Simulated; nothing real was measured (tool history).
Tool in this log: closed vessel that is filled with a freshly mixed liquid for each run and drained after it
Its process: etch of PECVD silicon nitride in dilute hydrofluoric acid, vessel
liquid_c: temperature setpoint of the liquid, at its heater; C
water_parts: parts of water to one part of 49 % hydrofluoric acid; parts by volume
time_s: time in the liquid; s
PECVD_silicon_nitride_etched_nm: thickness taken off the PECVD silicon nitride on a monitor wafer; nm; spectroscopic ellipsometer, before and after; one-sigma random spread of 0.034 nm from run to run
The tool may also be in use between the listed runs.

| run | day | liquid_c | water_parts | time_s | PECVD_silicon_nitride_etched_nm |
|---|---|---|---|---|---|
| 1 | 0.000 | 24.0 | 155 | 150 | 2.6862 |
| 2 | 0.362 | 24.0 | 155 | 85 | 1.4986 |
| 3 | 0.521 | 24.0 | 135 | 85 | 1.7241 |
| 4 | 0.767 | 24.0 | 135 | 85 | 1.7407 |
| 5 | 0.838 | 25.0 | 120 | 95 | 2.3389 |
| 6 | 1.229 | 22.0 | 120 | 95 | 1.9167 |
| 7 | 1.554 | 23.5 | 110 | 95 | 2.2864 |
| 8 | 1.733 | 25.0 | 110 | 95 | 2.5073 |
| 9 | 2.075 | 26.0 | 110 | 95 | 2.6954 |
| 10 | 2.133 | 27.0 | 110 | 95 | 2.8655 |
| 11 | 2.196 | 27.5 | 110 | 95 | 3.0055 |

What does the tool deliver on the next run?
| 12 | 2.508 | 28.0 | 110 | 95 | ? |

Run 12 gave PECVD_silicon_nitride_etched_nm 3.0415 nm.
